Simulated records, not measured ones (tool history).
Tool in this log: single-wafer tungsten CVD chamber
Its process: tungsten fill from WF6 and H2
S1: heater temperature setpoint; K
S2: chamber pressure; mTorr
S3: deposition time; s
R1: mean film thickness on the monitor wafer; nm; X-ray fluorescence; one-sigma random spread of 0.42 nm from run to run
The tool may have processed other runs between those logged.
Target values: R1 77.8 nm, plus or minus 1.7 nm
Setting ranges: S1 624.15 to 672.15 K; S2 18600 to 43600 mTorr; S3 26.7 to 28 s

run,day,S1,S2,S3,R1
1,0,648.15,31100,28,50.303
2,0.208,654.15,31300,28,58.042
3,0.454,654.15,26100,28,53.474
4,0.754,648.15,26100,28,46.483
5,0.971,648.15,26100,28,46.165
6,1.138,648.15,26100,26.7,44.222
7,1.383,648.15,26100,26.7,44.097
8,1.688,655.15,26300,26.7,51.867
9,1.738,660.15,26800,26.7,58.358

Pick the move, out of 4, that brings all results within their allowed miss; only one does.
A,1.788,668.15,26500,28,?
B,1.788,651.15,26000,26.7,?
C,1.788,666.15,25800,27.6,?
D,1.788,668.15,30300,28,?

move,R1
A,72.097
B,47.059
C,67.296
D,76.828
A: closes in on the targets versus the last run, not all within tolerance yet
B: the biggest miss grows against the last run
C: closes in on the targets versus the last run, not all within tolerance yet
D: hits every target within its allowed miss
D is the move that brings every result within its allowed miss.

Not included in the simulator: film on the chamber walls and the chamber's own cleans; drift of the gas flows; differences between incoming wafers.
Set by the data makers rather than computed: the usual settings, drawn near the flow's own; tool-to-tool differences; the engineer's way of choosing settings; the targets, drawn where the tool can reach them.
